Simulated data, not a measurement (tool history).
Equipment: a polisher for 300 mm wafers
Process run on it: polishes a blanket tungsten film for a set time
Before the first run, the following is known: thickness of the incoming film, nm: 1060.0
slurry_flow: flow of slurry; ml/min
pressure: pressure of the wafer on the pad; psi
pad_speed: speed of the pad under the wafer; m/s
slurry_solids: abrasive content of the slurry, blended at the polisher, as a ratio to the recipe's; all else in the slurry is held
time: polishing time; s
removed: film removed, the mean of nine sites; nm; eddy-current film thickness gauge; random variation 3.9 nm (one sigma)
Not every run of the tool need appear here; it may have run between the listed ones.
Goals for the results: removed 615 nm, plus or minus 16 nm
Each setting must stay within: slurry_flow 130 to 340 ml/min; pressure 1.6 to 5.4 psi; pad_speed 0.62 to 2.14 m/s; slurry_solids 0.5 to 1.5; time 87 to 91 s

{"run": 1, "hour": 0.0, "slurry_flow": 220, "pressure": 3.5, "pad_speed": 1.38, "slurry_solids": 1, "time": 87, "removed": 490.67}
{"run": 2, "hour": 7.0, "slurry_flow": 220, "pressure": 3.5, "pad_speed": 1.38, "slurry_solids": 1, "time": 91, "removed": 516.12}
{"run": 3, "hour": 9.9, "slurry_flow": 165, "pressure": 3.5, "pad_speed": 1.38, "slurry_solids": 1, "time": 91, "removed": 493.56}
{"run": 4, "hour": 14.9, "slurry_flow": 165, "pressure": 3.5, "pad_speed": 1.38, "slurry_solids": 0.85, "time": 91, "removed": 469.26}
{"run": 5, "hour": 17.0, "slurry_flow": 185, "pressure": 3.7, "pad_speed": 1.38, "slurry_solids": 0.85, "time": 91, "removed": 505.23}
{"run": 6, "hour": 22.6, "slurry_flow": 225, "pressure": 3.7, "pad_speed": 1.38, "slurry_solids": 0.85, "time": 91, "removed": 512.03}
{"run": 7, "hour": 25.5, "slurry_flow": 230, "pressure": 3.8, "pad_speed": 1.38, "slurry_solids": 0.85, "time": 91, "removed": 531.22}
{"run": 8, "hour": 27.4, "slurry_flow": 235, "pressure": 3.9, "pad_speed": 1.38, "slurry_solids": 0.85, "time": 91, "removed": 544.81}
{"run": 9, "hour": 30.8, "slurry_flow": 235, "pressure": 3.9, "pad_speed": 1.38, "slurry_solids": 0.85, "time": 91, "removed": 540.16}
{"run": 10, "hour": 33.5, "slurry_flow": 240, "pressure": 4, "pad_speed": 1.38, "slurry_solids": 0.85, "time": 91, "removed": 555.75}

Consider the 4 candidate settings below. Which is the only one whose results all fall within their allowed miss of target?
{"run": "A", "hour": 36.2, "slurry_flow": 205, "pressure": 4.3, "pad_speed": 1.34, "slurry_solids": 0.85, "time": 91, "removed": "?"}
{"run": "B", "hour": 36.2, "slurry_flow": 235, "pressure": 4.6, "pad_speed": 1.38, "slurry_solids": 0.65, "time": 91, "removed": "?"}
{"run": "C", "hour": 36.2, "slurry_flow": 295, "pressure": 4.1, "pad_speed": 1.72, "slurry_solids": 0.7, "time": 89, "removed": "?"}
{"run": "D", "hour": 36.2, "slurry_flow": 170, "pressure": 5, "pad_speed": 1.02, "slurry_solids": 0.85, "time": 91, "removed": "?"}

move=A removed=574.38
move=B removed=571.19
move=C removed=619.59
move=D removed=539.06
A: nearer than the last run, and not there yet
B: nearer than the last run, and not there yet
C: every result within its allowed miss
D: its largest miss is bigger than the last run's
C meets every target.
